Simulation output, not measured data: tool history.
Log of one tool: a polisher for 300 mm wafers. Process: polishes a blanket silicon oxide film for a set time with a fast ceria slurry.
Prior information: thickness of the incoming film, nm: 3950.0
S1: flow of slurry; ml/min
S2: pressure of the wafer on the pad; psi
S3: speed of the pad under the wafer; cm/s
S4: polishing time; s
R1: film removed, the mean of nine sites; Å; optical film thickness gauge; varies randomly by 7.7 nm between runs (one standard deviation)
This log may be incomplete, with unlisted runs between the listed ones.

run	hour	S1	S2	S3	S4	R1
1	0.0	240	1.9	106	33	4145.3
2	3.5	240	1.9	120	33	4775.9
3	10.6	240	1.9	120	29	4133.9
4	14.3	190	1.9	120	29	3943.3
5	19.4	200	2.0	120	29	4143.9
6	21.1	200	2.5	120	29	4920.5
7	24.3	205	2.5	120	29	4947.1

Expected results for the next run?
8	30.1	210	2.5	120	29	?

{"run 8": {"R1": 4949.1}}
